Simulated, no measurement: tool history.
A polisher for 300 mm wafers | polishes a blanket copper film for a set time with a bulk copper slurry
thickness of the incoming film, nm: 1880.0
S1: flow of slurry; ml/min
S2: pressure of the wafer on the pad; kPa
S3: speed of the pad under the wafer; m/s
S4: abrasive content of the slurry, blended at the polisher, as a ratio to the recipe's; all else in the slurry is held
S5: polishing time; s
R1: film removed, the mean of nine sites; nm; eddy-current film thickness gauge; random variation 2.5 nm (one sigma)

run  hour   S1    S2    S3   S4  S5      R1
  1     0  270  19.3  1.04    1  40  356.76
  2   3.3  270  19.3  1.04    1  40  361.11
  3    12  270  19.3  1.18    1  40  405.87
  4  20.9  270  19.3  1.18    1  40  402.35
  5  26.5  270  23.4  1.18    1  40  481.81
  6    32  270  23.4  1.18  0.9  40   471.2
  7  40.2  270  20.7   1.1  0.9  40  404.49
  8  41.7  270  18.6  1.02  0.9  39  333.06
  9  45.1  270  18.6  1.02  0.9  39   326.5

The next listed run, before its measurement:
 10  45.7  270  16.5  0.98  0.9  39   ?

{"run 10": {"R1": 282.37}}
